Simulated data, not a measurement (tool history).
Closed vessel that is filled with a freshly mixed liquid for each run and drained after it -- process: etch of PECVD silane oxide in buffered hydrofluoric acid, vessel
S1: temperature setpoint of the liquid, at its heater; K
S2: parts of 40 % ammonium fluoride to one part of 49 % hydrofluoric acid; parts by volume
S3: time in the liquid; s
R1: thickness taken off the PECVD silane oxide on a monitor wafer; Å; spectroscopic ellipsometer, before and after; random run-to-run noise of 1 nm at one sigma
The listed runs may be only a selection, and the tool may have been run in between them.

{"run": 1, "hour": 0.0, "S1": 294.15, "S2": 7, "S3": 95, "R1": 1592.2}
{"run": 2, "hour": 4.2, "S1": 293.15, "S2": 7.5, "S3": 95, "R1": 1387.2}
{"run": 3, "hour": 6.6, "S1": 292.15, "S2": 7.5, "S3": 95, "R1": 1304.2}
{"run": 4, "hour": 14.1, "S1": 292.15, "S2": 7.5, "S3": 95, "R1": 1300.3}
{"run": 5, "hour": 17.2, "S1": 292.15, "S2": 7.5, "S3": 105, "R1": 1440}
{"run": 6, "hour": 22.4, "S1": 292.15, "S2": 7.5, "S3": 95, "R1": 1310.2}

Run 7, settings as shown, results not yet in. Your forecast:
{"run": 7, "hour": 26.7, "S1": 291.65, "S2": 7.5, "S3": 95, "R1": "?"}

Run 7 produced R1 1274.3 Å.
